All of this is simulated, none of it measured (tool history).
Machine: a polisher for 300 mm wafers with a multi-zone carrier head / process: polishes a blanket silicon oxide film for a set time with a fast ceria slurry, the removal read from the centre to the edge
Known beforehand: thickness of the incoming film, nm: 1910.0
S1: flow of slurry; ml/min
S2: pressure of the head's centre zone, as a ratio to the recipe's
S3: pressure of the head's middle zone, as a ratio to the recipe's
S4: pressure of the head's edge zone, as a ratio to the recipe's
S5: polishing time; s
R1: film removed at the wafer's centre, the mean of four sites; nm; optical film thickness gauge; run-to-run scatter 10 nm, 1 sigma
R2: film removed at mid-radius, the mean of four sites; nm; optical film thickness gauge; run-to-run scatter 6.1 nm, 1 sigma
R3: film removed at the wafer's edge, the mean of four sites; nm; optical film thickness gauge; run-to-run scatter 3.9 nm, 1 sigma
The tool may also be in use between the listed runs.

Run 1, hour 0: S1 205 ml/min, S2 1, S3 1, S4 1, S5 38 s. Result: R1 571.6 nm, R2 560.54 nm, R3 560.17 nm.
Run 2, hour 7.5: S1 205 ml/min, S2 1, S3 1.06, S4 1, S5 38 s. Result: R1 577.78 nm, R2 582.87 nm, R3 552.77 nm.
Run 3, hour 11.7: S1 215 ml/min, S2 1.02, S3 1.07, S4 1.02, S5 38 s. Result: R1 582.07 nm, R2 588.23 nm, R3 572.01 nm.
Run 4, hour 17.7: S1 185 ml/min, S2 1.02, S3 1.07, S4 1.02, S5 38 s. Result: R1 594.92 nm, R2 574.28 nm, R3 553.15 nm.
Run 5, hour 25.2: S1 185 ml/min, S2 0.95, S3 1.07, S4 1.02, S5 38 s. Result: R1 550.52 nm, R2 568.69 nm, R3 554.57 nm.
Run 6, hour 28: S1 190 ml/min, S2 0.98, S3 1.08, S4 1.03, S5 38 s. Result: R1 581.89 nm, R2 585.17 nm, R3 559.16 nm.
Run 7, hour 30.5: S1 245 ml/min, S2 1.08, S3 1.12, S4 1.13, S5 39 s. Result: R1 660.7 nm, R2 643.93 nm, R3 605.75 nm.

Expected results for the next run?
Run 8, hour 37.6: S1 250 ml/min, S2 1.09, S3 1.12, S4 1.14, S5 39 s. Result: R1 ?, R2 ?, R3 ?.

R1: 649.27 nm
R2: 631.47 nm
R3: 614.32 nm
